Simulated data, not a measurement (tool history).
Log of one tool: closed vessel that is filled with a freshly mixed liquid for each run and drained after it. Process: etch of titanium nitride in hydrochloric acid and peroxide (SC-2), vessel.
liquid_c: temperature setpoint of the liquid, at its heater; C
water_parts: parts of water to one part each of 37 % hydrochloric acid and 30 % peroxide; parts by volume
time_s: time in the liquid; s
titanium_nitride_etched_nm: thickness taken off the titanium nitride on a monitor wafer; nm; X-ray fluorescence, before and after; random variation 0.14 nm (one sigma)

Run 1, day 0.000: liquid_c 50.0 C, water_parts 10.0 parts by volume, time_s 280 s. Result: titanium_nitride_etched_nm 14.725 nm.
Run 2, day 0.258: liquid_c 50.0 C, water_parts 11.5 parts by volume, time_s 280 s. Result: titanium_nitride_etched_nm 13.040 nm.
Run 3, day 0.546: liquid_c 50.0 C, water_parts 14.0 parts by volume, time_s 280 s. Result: titanium_nitride_etched_nm 10.913 nm.
Run 4, day 0.725: liquid_c 52.0 C, water_parts 14.0 parts by volume, time_s 280 s. Result: titanium_nitride_etched_nm 12.721 nm.
Run 5, day 0.854: liquid_c 52.0 C, water_parts 14.0 parts by volume, time_s 300 s. Result: titanium_nitride_etched_nm 13.679 nm.
Run 6, day 1.221: liquid_c 53.0 C, water_parts 14.0 parts by volume, time_s 300 s. Result: titanium_nitride_etched_nm 14.244 nm.

The next listed run, before its measurement:
Run 7, day 1.525: liquid_c 56.5 C, water_parts 14.0 parts by volume, time_s 300 s. Result: titanium_nitride_etched_nm ?.

titanium_nitride_etched_nm: 18.124 nm
